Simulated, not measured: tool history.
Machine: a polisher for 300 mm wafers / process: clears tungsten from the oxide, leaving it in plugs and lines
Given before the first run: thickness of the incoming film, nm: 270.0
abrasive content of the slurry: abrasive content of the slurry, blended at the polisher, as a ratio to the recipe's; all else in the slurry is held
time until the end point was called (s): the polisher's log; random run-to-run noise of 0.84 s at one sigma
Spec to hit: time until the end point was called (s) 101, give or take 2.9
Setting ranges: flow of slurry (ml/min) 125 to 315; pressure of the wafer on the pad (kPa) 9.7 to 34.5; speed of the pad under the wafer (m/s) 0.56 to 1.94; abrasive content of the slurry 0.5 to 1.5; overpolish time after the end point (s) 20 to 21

run  hour  flow of slurry (ml/min)  pressure of the wafer on the pad (kPa)  speed of the pad under the wafer (m/s)  abrasive content of the slurry  overpolish time after the end point (s)  time until the end point was called (s)
  1     0                      205                                    22.1                                    1.24                               1                                       20                                   52.614
  2   6.2                      205                                      20                                    1.22                               1                                       20                                   58.799
  3    12                      205                                    17.9                                     1.2                               1                                       20                                   65.757
  4  14.4                      205                                    17.9                                     1.2                               1                                       21                                   67.598
  5  17.1                      205                                    16.5                                     1.2                               1                                       21                                   71.295
  6  23.4                      205                                    15.2                                     1.2                               1                                       21                                   78.252
  7  25.1                      190                                     9.7                                     1.2                               1                                       21                                   122.02
  8  25.7                      205                                     9.7                                     1.2                               1                                       21                                   118.61
  9  33.7                      215                                     9.7                                     1.2                               1                                       21                                   119.69
 10  39.1                      215                                    13.8                                     1.2                               1                                       21                                   84.909
 11  45.9                      205                                    13.8                                     1.2                               1                                       21                                   86.313
 12    52                      195                                    13.8                                     1.2                               1                                       21                                   85.328
 13  56.7                      195                                     9.7                                     1.2                               1                                       21                                   120.86
 14  62.5                      210                                     9.7                                     1.2                               1                                       21                                   119.36
 15  66.4                      210                                    10.3                                     1.2                               1                                       21                                   112.04
 16  73.8                      215                                    10.3                                     1.2                               1                                       21                                   113.24
 17  79.6                      215                                      11                                     1.2                               1                                       21                                   106.65
 18    82                      220                                      11                                     1.2                               1                                       21                                   105.93
 19  84.2                      225                                      11                                     1.2                               1                                       21                                   105.24
 20  87.4                      225                                      11                                     1.2                               1                                       21                                   104.95
 21  93.1                      230                                      11                                     1.2                               1                                       21                                    106.1

Consider the 5 candidate settings below. Which is the only one whose results all fall within their allowed miss of target?
  A  98.8                      160                                      11                                    1.38                            0.85                                       21                                        ?
  B  98.8                      230                                      11                                    1.12                             1.1                                       20                                        ?
  C  98.8                      155                                    14.5                                     0.9                               1                                       20                                        ?
  D  98.8                      240                                    10.3                                    1.24                            0.95                                       21                                        ?
  E  98.8                      245                                    11.7                                    1.02                            1.15                                       20                                        ?

move  time until the end point was called (s)
   A                                   99.649
   B                                   107.49
   C                                   104.53
   D                                   108.22
   E                                   107.52
A: every result lands within tolerance
B: its largest miss is bigger than the last run's
C: closer than the last run, but not yet in spec
D: its largest miss is bigger than the last run's
E: its largest miss is bigger than the last run's
A is the move that brings every result within its allowed miss.
